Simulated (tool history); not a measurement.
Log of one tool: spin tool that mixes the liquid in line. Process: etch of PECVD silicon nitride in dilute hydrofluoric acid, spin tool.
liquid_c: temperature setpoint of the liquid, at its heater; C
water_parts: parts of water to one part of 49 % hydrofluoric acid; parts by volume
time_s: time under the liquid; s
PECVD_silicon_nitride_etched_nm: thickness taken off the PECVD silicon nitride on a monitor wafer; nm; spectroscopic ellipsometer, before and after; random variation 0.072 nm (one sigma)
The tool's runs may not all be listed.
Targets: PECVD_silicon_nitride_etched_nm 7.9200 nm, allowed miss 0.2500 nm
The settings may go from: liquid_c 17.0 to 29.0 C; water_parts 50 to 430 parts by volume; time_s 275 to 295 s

run,hour,liquid_c,water_parts,time_s,PECVD_silicon_nitride_etched_nm
1,0.0,21.0,240,275,4.6263
2,4.3,21.0,195,275,5.6326
3,11.4,21.0,250,275,4.4925
4,15.5,22.0,250,275,4.8182
5,22.3,23.0,250,275,5.1060
6,27.8,19.5,250,275,4.0943
7,34.7,23.5,225,275,5.7749
8,41.6,23.5,225,275,5.8805
9,46.9,24.0,225,275,5.9561
10,51.6,24.5,225,275,6.1565
11,59.3,25.0,225,275,6.3674
12,62.3,25.5,225,275,6.5506
13,68.9,26.0,225,275,6.6244
14,75.1,26.5,225,275,7.0236
15,83.5,27.5,225,275,7.3130

5 next moves are on the table. One of them brings every result within its allowed miss. Which?
A,91.9,26.5,215,295,?
B,91.9,28.5,260,275,?
C,91.9,26.5,230,280,?
D,91.9,27.5,255,275,?
E,91.9,29.0,275,290,?

move,PECVD_silicon_nitride_etched_nm
A,7.8471
B,6.8121
C,6.9607
D,6.5458
E,6.9875
A: meets every target
B: further off than the last run
C: further off than the last run
D: further off than the last run
E: further off than the last run
Move A is the one to make.

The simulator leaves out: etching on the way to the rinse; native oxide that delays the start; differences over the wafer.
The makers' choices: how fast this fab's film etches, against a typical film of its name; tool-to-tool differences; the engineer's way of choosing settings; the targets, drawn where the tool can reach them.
